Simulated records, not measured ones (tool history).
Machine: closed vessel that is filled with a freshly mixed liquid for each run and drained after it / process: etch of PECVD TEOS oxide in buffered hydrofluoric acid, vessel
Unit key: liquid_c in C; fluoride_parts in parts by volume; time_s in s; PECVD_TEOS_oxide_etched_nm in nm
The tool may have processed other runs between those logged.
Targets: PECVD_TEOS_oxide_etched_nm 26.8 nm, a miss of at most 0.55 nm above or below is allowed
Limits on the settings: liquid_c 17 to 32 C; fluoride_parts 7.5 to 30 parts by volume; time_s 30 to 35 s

| run | hour | liquid_c | fluoride_parts | time_s | PECVD_TEOS_oxide_etched_nm |
|---|---|---|---|---|---|
| 1 | 0 | 24 | 22 | 35 | 44.554 |
| 2 | 4.5 | 22.5 | 23 | 35 | 40.311 |
| 3 | 10.6 | 22.5 | 28.5 | 35 | 34.52 |
| 4 | 15.8 | 22.5 | 28.5 | 30 | 29.545 |
| 5 | 18.8 | 22.5 | 28.5 | 35 | 34.634 |
| 6 | 22.8 | 21.5 | 28.5 | 35 | 32.651 |
| 7 | 30.2 | 20.5 | 28.5 | 35 | 31.059 |
| 8 | 33.1 | 20 | 28.5 | 35 | 30.136 |
| 9 | 42.4 | 19.5 | 28.5 | 35 | 29.377 |
| 10 | 50.1 | 19 | 28.5 | 35 | 28.471 |
| 11 | 51.3 | 18.5 | 28.5 | 35 | 27.572 |

Which of these 5 next moves meets every target?
| A | 52.5 | 19 | 28.5 | 35 | ? |
| B | 52.5 | 17.5 | 27.5 | 35 | ? |
| C | 52.5 | 18 | 24.5 | 30 | ? |
| D | 52.5 | 18 | 26.5 | 35 | ? |
| E | 52.5 | 17 | 22.5 | 30 | ? |

| move | PECVD_TEOS_oxide_etched_nm |
|---|---|
| A | 28.759 |
| B | 27.066 |
| C | 25.859 |
| D | 28.574 |
| E | 25.906 |
A: further off than the last run
B: every result lands within tolerance
C: carries the result that was furthest off beyond its target, to the other side
D: further off than the last run
E: carries the result that was furthest off beyond its target, to the other side
Move B is the one to make.

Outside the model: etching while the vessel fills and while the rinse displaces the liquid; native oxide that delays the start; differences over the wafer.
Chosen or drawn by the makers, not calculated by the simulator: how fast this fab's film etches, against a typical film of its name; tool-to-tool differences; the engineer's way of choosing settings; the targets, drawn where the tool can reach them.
